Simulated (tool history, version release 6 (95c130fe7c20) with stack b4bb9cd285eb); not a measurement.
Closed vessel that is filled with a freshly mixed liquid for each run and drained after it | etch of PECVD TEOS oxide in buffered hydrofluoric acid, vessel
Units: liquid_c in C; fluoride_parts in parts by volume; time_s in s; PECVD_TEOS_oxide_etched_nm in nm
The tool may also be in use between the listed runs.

| run | hour | liquid_c | fluoride_parts | time_s | PECVD_TEOS_oxide_etched_nm |
|---|---|---|---|---|---|
| 1 | 0.0 | 20.0 | 9.0 | 100 | 118.69 |
| 2 | 5.5 | 20.0 | 11.0 | 100 | 101.04 |
| 3 | 12.7 | 22.5 | 9.5 | 100 | 130.91 |
| 4 | 18.3 | 22.5 | 9.5 | 110 | 145.11 |
| 5 | 25.8 | 22.5 | 11.0 | 110 | 127.73 |
| 6 | 29.4 | 22.5 | 11.0 | 100 | 116.63 |
| 7 | 38.2 | 24.0 | 9.5 | 100 | 142.45 |
| 8 | 43.8 | 25.0 | 8.5 | 100 | 165.30 |
| 9 | 48.9 | 26.0 | 8.0 | 100 | 186.10 |
| 10 | 56.3 | 26.0 | 8.0 | 100 | 188.02 |
| 11 | 65.5 | 26.5 | 7.5 | 100 | 206.89 |
| 12 | 70.8 | 27.0 | 7.5 | 100 | 211.61 |

Forecast run 13:
| 13 | 72.8 | 27.5 | 7.5 | 100 | ? |

Run 13 gave PECVD_TEOS_oxide_etched_nm 218.30 nm.

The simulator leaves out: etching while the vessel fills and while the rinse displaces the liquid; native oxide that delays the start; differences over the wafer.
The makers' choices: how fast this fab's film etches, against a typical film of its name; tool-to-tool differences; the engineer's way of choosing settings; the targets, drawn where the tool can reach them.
